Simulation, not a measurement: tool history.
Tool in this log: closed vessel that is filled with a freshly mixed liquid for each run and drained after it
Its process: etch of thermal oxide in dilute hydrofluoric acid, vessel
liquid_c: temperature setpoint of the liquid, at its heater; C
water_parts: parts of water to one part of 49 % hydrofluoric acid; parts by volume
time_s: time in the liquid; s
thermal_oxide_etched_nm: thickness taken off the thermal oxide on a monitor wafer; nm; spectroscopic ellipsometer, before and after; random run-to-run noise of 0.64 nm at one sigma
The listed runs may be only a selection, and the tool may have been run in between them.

| run | hour | liquid_c | water_parts | time_s | thermal_oxide_etched_nm |
|---|---|---|---|---|---|
| 1 | 0.0 | 26.0 | 165 | 2695 | 85.444 |
| 2 | 7.9 | 28.5 | 165 | 2695 | 93.299 |
| 3 | 15.5 | 28.5 | 165 | 2695 | 92.769 |
| 4 | 21.1 | 29.5 | 155 | 2695 | 103.660 |
| 5 | 26.6 | 30.0 | 145 | 2695 | 115.540 |
| 6 | 30.5 | 30.5 | 140 | 2695 | 121.360 |
|  | 34.1 | thermometer replaced |
| 7 | 34.1 | 31.0 | 135 | 2695 | 119.380 |
| 8 | 42.8 | 33.5 | 70 | 2700 | 278.690 |
| 9 | 46.8 | 31.5 | 70 | 2700 | 258.640 |
| 10 | 55.2 | 29.5 | 70 | 2700 | 239.500 |
| 11 | 62.1 | 25.5 | 75 | 2700 | 187.770 |
| 12 | 69.3 | 25.0 | 75 | 2700 | 185.740 |

What will run 13 give?
| 13 | 75.8 | 24.5 | 75 | 2700 | ? |

thermal_oxide_etched_nm: 182.310 nm

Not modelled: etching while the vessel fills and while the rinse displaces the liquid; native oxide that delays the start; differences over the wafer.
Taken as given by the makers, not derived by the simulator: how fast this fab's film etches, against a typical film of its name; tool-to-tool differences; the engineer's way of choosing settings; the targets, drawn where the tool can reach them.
